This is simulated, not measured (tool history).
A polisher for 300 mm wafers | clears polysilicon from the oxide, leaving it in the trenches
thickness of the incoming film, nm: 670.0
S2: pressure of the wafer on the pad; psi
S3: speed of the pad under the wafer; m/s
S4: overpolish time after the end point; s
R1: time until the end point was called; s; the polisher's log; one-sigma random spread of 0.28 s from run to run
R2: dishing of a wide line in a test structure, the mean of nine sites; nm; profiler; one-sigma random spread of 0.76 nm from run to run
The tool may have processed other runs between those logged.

Run 1, day 0.000: flow of slurry (ml/min) 265, S2 3.2 psi, S3 1.08 m/s, S4 11 s. Result: R1 36.215 s, R2 45.835 nm.
Run 2, day 0.075: flow of slurry (ml/min) 265, S2 3.3 psi, S3 1.08 m/s, S4 11 s. Result: R1 35.190 s, R2 45.461 nm.
Run 3, day 0.321: flow of slurry (ml/min) 265, S2 3.3 psi, S3 1.08 m/s, S4 9 s. Result: R1 35.475 s, R2 45.998 nm.
Run 4, day 0.388: flow of slurry (ml/min) 265, S2 3.3 psi, S3 1.08 m/s, S4 6 s. Result: R1 34.298 s, R2 41.843 nm.
Run 5, day 0.546: flow of slurry (ml/min) 265, S2 3.3 psi, S3 1.08 m/s, S4 8 s. Result: R1 34.731 s, R2 45.563 nm.
Run 6, day 0.738: flow of slurry (ml/min) 320, S2 3.3 psi, S3 1.08 m/s, S4 8 s. Result: R1 34.926 s, R2 44.537 nm.
Run 7, day 0.938: flow of slurry (ml/min) 320, S2 3.4 psi, S3 1.08 m/s, S4 8 s. Result: R1 33.216 s, R2 47.154 nm.

Predict the results of run 8:
Run 8, day 1.000: flow of slurry (ml/min) 325, S2 3.7 psi, S3 1.12 m/s, S4 3 s. Result: R1 ?, R2 ?.

R1: 30.108 s
R2: 35.453 nm

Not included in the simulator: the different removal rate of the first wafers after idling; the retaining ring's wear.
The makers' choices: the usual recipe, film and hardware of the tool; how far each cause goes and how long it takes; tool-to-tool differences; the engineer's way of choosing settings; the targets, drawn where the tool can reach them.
